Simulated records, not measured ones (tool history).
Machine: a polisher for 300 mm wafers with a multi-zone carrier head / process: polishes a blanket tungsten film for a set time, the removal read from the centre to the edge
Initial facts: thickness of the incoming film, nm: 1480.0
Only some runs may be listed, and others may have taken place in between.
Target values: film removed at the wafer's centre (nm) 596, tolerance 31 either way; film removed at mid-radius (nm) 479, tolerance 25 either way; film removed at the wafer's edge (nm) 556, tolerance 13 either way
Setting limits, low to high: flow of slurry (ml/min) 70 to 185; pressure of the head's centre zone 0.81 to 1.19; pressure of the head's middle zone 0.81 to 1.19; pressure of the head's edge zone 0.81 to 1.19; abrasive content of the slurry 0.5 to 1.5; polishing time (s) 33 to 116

run,hour,flow of slurry (ml/min),pressure of the head's centre zone,pressure of the head's middle zone,pressure of the head's edge zone,abrasive content of the slurry,polishing time (s),film removed at the wafer's centre (nm),film removed at mid-radius (nm),film removed at the wafer's edge (nm)
1,0,120,1,1,1,1,74,382.59,379.45,378.61
2,2.9,125,1.01,0.99,1.02,1.05,75,389.47,386.97,394.07
3,6,125,1.01,0.99,1.02,1.05,63,324.69,328.6,326.75
4,14.8,125,1.01,0.99,1.02,1,63,327.59,316.36,327.98
5,15.6,125,1.01,0.99,1.02,1.1,63,334.09,325.9,332.73
6,23.7,125,1.01,0.99,1.02,1.25,63,331.88,335.48,337.45
7,29.7,130,1.03,0.98,1.03,1.25,66,357.47,344.96,357.83
8,36.8,135,1.05,0.98,1.04,1.3,68,390.02,377.22,373.82
9,38.4,135,1.06,0.96,1.05,1.3,70,410.47,368.74,387.98
10,44.6,135,1.06,0.96,1.06,1.3,72,412.31,391.75,403.01
11,53.4,140,1.07,0.94,1.07,1.3,73,430.51,387.62,412.99

Below are 4 possible settings for the next run. Only one of them brings all results inside the allowed miss of their targets. Which is it?
A,62.2,155,0.95,0.97,1.12,1.2,91,?,?,?
B,62.2,120,0.9,0.95,1.19,1.25,52,?,?,?
C,62.2,135,1.12,0.96,1.04,1.3,90,?,?,?
D,62.2,130,1.13,0.85,1.11,1.15,100,?,?,?

move,film removed at the wafer's centre (nm),film removed at mid-radius (nm),film removed at the wafer's edge (nm)
A,459.77,478.78,523.16
B,236.65,258.63,299.96
C,529.79,465.54,497.53
D,573.42,463.76,554.17
A: gains on the last run, yet a result remains outside its allowed miss
B: further off than the last run
C: gains on the last run, yet a result remains outside its allowed miss
D: every result within its allowed miss
Correct choice: D, which meets every target
